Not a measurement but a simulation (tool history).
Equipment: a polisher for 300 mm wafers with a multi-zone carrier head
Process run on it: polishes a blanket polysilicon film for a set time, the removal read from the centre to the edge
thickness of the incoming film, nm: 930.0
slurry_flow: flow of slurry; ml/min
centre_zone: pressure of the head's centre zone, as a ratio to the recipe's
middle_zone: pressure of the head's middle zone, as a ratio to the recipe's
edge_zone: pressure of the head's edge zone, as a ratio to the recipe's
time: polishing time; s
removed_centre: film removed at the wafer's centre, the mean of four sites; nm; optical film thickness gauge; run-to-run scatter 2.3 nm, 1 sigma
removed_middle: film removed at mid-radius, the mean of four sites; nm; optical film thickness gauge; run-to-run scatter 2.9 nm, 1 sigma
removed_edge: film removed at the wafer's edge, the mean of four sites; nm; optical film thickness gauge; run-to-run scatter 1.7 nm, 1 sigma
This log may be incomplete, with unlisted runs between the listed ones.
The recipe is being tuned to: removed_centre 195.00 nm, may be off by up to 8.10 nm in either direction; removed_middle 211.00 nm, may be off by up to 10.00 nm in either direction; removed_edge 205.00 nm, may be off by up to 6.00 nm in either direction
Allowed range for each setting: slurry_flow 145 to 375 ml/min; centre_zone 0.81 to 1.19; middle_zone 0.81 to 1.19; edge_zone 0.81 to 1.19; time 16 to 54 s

run  hour  slurry_flow  centre_zone  middle_zone  edge_zone  time  removed_centre  removed_middle  removed_edge
  1   0.0          240         1.00         1.00       1.00    35          271.84          271.94        269.79
  2   5.1          240         1.00         1.00       1.00    28          218.46          212.60        220.62
  3  11.9          240         1.00         1.00       1.07    28          212.62          212.10        224.30
  4  14.0          235         0.99         1.02       1.05    28          211.35          219.23        220.73
  5  22.8          235         0.99         1.02       0.97    28          211.31          217.22        213.14
  6  31.2          225         0.98         1.02       0.97    28          211.26          212.53        213.21
  7  35.4          220         0.97         1.03       0.97    28          206.41          216.05        213.21
  8  42.7          215         0.96         1.03       0.96    28          207.06          217.48        208.91

Exercise: of the 4 proposed moves below, exactly one satisfies all targets within the stated allowed misses. Which move is it?
  A  50.0          285         0.84         1.03       0.95    28               ?               ?             ?
  B  50.0          220         0.97         1.13       0.91    27               ?               ?             ?
  C  50.0          225         0.99         1.02       0.93    29               ?               ?             ?
  D  50.0          270         0.95         1.05       1.01    26               ?               ?             ?

move  removed_centre  removed_middle  removed_edge
   A          187.66          224.44        214.60
   B          201.88          226.58        197.65
   C          221.98          223.69        215.27
   D          195.99          210.43        204.21
A: gets the furthest-off result to its target, but another result is out of tolerance
B: gets the furthest-off result to its target, but another result is out of tolerance
C: misses by more than the last run did
D: all results in spec
Go with D: it meets all targets.

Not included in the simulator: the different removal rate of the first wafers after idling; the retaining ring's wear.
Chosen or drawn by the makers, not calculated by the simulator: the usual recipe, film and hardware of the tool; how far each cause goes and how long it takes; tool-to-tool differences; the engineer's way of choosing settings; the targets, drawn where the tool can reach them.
